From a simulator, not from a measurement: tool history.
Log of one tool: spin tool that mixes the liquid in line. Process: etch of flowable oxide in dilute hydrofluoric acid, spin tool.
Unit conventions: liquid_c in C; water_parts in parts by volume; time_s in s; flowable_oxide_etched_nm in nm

Run 1, hour 0.0: liquid_c 22.0 C, water_parts 225 parts by volume, time_s 60 s. Result: flowable_oxide_etched_nm 4.9367 nm.
Run 2, hour 7.0: liquid_c 22.0 C, water_parts 165 parts by volume, time_s 60 s. Result: flowable_oxide_etched_nm 7.0575 nm.
Run 3, hour 16.0: liquid_c 19.5 C, water_parts 165 parts by volume, time_s 60 s. Result: flowable_oxide_etched_nm 6.4152 nm.
Run 4, hour 24.1: liquid_c 21.5 C, water_parts 165 parts by volume, time_s 60 s. Result: flowable_oxide_etched_nm 6.9320 nm.
Run 5, hour 28.6: liquid_c 21.5 C, water_parts 95 parts by volume, time_s 60 s. Result: flowable_oxide_etched_nm 12.9970 nm.
Run 6, hour 31.0: liquid_c 23.5 C, water_parts 95 parts by volume, time_s 60 s. Result: flowable_oxide_etched_nm 14.0800 nm.
Run 7, hour 32.0: liquid_c 22.0 C, water_parts 130 parts by volume, time_s 60 s. Result: flowable_oxide_etched_nm 9.3339 nm.
Run 8, hour 35.9: liquid_c 21.0 C, water_parts 155 parts by volume, time_s 60 s. Result: flowable_oxide_etched_nm 7.3537 nm.
Run 9, hour 41.6: liquid_c 20.0 C, water_parts 170 parts by volume, time_s 60 s. Result: flowable_oxide_etched_nm 6.3920 nm.
Run 10, hour 43.4: liquid_c 19.5 C, water_parts 185 parts by volume, time_s 60 s. Result: flowable_oxide_etched_nm 5.6408 nm.

Forecast run 11:
Run 11, hour 49.3: liquid_c 19.0 C, water_parts 200 parts by volume, time_s 60 s. Result: flowable_oxide_etched_nm ?.

Run 11 measured flowable_oxide_etched_nm 5.0124 nm.

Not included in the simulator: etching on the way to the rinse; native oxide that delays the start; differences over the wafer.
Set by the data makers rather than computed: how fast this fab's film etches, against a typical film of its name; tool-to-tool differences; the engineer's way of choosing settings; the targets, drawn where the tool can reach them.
